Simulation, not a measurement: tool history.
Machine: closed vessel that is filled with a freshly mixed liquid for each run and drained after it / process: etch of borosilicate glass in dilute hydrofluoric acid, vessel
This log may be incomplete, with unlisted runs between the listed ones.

| run | hour | temperature setpoint of the liquid (°C) | parts of water to one part of 49 % hydrofluoric acid (parts by volume) | time in the liquid (s) | thickness taken off the borosilicate glass on a monitor wafer (nm) |
|---|---|---|---|---|---|
| 1 | 0.0 | 21.0 | 125 | 295 | 74.647 |
| 2 | 7.2 | 23.0 | 125 | 295 | 79.388 |
| 3 | 16.1 | 23.0 | 165 | 295 | 58.286 |
| 4 | 18.7 | 21.5 | 165 | 295 | 55.135 |
| 5 | 21.3 | 23.5 | 150 | 295 | 66.025 |
| 6 | 27.9 | 23.5 | 150 | 310 | 69.539 |
| 7 | 31.3 | 25.0 | 140 | 310 | 80.275 |

Forecast run 8:
| 8 | 35.4 | 26.0 | 135 | 310 | ? |

Logged for run 8: thickness taken off the borosilicate glass on a monitor wafer (nm) 86.446.
